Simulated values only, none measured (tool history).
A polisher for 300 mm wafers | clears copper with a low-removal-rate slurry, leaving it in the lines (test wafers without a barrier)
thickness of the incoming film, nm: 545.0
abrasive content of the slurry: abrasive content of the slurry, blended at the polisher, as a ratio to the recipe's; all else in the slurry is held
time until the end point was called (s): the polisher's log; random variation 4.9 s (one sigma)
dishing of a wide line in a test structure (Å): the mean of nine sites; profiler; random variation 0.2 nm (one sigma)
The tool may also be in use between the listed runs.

run	hour	flow of slurry (ml/min)	pressure of the wafer on the pad (kPa)	speed of the pad under the wafer (cm/s)	abrasive content of the slurry	overpolish time after the end point (s)	time until the end point was called (s)	dishing of a wide line in a test structure (Å)
1	0.0	225	23.4	142	1.00	17	109.830	125.85
2	6.2	225	23.4	156	1.00	17	101.460	126.53
3	10.0	225	23.4	174	1.00	17	91.705	125.63
4	16.8	215	19.3	148	0.95	15	130.810	122.00
5	22.7	220	16.5	128	0.95	18	170.540	123.27
6	27.3	185	16.5	128	0.95	18	173.130	121.52
7	28.1	190	14.5	120	0.95	19	207.080	119.27

Forecast run 8:
8	34.2	205	13.1	114	0.95	20	?	?

time until the end point was called (s): 228.000
dishing of a wide line in a test structure (Å): 117.72
